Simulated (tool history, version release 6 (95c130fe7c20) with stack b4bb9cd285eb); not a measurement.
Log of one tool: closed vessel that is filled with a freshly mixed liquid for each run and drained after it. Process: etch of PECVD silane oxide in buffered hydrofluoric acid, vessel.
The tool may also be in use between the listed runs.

| run | hour | temperature setpoint of the liquid (C) | parts of 40 % ammonium fluoride to one part of 49 % hydrofluoric acid (parts by volume) | time in the liquid (s) | thickness taken off the PECVD silane oxide on a monitor wafer (angstrom) |
|---|---|---|---|---|---|
| 1 | 0.0 | 21.0 | 9.5 | 30 | 539.90 |
| 2 | 3.1 | 20.0 | 9.5 | 30 | 516.64 |
| 3 | 6.3 | 20.0 | 8.0 | 30 | 612.59 |
| 4 | 13.4 | 23.0 | 8.0 | 30 | 718.50 |
| 5 | 16.6 | 24.5 | 8.0 | 30 | 774.34 |
| 6 | 21.6 | 22.5 | 8.5 | 30 | 654.93 |
| 7 | 22.3 | 21.0 | 9.0 | 30 | 563.34 |
| 8 | 29.3 | 20.0 | 9.0 | 30 | 531.09 |
| 9 | 31.1 | 19.5 | 9.0 | 30 | 517.25 |

Run 10 comes next. What will it give?
| 10 | 34.3 | 19.0 | 9.0 | 30 | ? |

Run 10 gave thickness taken off the PECVD silane oxide on a monitor wafer (angstrom) 502.48.
